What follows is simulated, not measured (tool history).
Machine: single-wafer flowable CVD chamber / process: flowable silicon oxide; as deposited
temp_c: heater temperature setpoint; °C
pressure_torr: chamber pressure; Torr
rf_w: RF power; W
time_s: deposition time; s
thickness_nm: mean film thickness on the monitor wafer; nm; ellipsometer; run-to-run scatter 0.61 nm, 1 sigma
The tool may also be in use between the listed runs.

| run | day | temp_c | pressure_torr | rf_w | time_s | thickness_nm |
|---|---|---|---|---|---|---|
| 1 | 0.000 | 100 | 0.785 | 1525 | 938 | 510.37 |
| 2 | 0.312 | 107 | 0.785 | 1525 | 938 | 407.55 |
| 3 | 0.562 | 110 | 0.785 | 1525 | 938 | 371.97 |
| 4 | 0.712 | 110 | 0.854 | 1525 | 938 | 400.16 |
| 5 | 0.771 | 113 | 0.843 | 1525 | 938 | 362.87 |
| 6 | 0.850 | 115 | 0.832 | 1525 | 938 | 337.28 |
| 7 | 1.025 | 117 | 0.821 | 1525 | 938 | 313.23 |
| 8 | 1.238 | 118 | 0.811 | 1525 | 938 | 302.79 |
| 9 | 1.483 | 119 | 0.800 | 1525 | 938 | 289.11 |
| 10 | 1.629 | 120 | 0.792 | 1525 | 938 | 278.17 |
| 11 | 1.817 | 121 | 0.785 | 1525 | 938 | 268.04 |

Estimate the outcome of run 12 from the log above:
|  | 2.150 | capacitance manometer re-zeroed and calibrated |
| 12 | 2.150 | 124 | 0.764 | 1525 | 938 | ? |

{"run 12": {"thickness_nm": 230.77}}

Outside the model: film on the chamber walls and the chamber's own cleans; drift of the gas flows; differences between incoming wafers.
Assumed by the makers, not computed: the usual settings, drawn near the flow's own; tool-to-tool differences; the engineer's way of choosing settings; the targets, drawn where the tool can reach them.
